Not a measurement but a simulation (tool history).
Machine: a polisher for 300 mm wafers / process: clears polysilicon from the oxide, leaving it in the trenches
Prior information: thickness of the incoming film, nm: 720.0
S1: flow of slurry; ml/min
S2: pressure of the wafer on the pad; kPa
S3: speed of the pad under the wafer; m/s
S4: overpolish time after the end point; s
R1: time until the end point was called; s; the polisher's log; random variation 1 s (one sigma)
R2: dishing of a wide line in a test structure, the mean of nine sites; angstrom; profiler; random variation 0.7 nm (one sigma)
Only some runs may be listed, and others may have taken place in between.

{"run": 1, "hour": 0.0, "S1": 205, "S2": 11.7, "S3": 0.9, "S4": 11, "R1": 99.178, "R2": 309.54}
{"run": 2, "hour": 4.7, "S1": 205, "S2": 11.7, "S3": 0.78, "S4": 11, "R1": 114.09, "R2": 291.39}
{"run": 3, "hour": 11.7, "S1": 205, "S2": 11.7, "S3": 0.78, "S4": 9, "R1": 110.91, "R2": 287.61}
{"run": 4, "hour": 18.0, "S1": 205, "S2": 11.7, "S3": 0.78, "S4": 4, "R1": 113.41, "R2": 183.23}
{"run": 5, "hour": 24.4, "S1": 205, "S2": 11.7, "S3": 0.78, "S4": 3, "R1": 116.61, "R2": 147.32}
{"run": 6, "hour": 26.5, "S1": 205, "S2": 11.7, "S3": 0.94, "S4": 3, "R1": 95.942, "R2": 172.18}

Run 7 has not been measured yet. What should we expect?
{"run": 7, "hour": 28.6, "S1": 205, "S2": 11.7, "S3": 0.94, "S4": 5, "R1": "?", "R2": "?"}

{"run 7": {"R1": 98.261, "R2": 228.58}}

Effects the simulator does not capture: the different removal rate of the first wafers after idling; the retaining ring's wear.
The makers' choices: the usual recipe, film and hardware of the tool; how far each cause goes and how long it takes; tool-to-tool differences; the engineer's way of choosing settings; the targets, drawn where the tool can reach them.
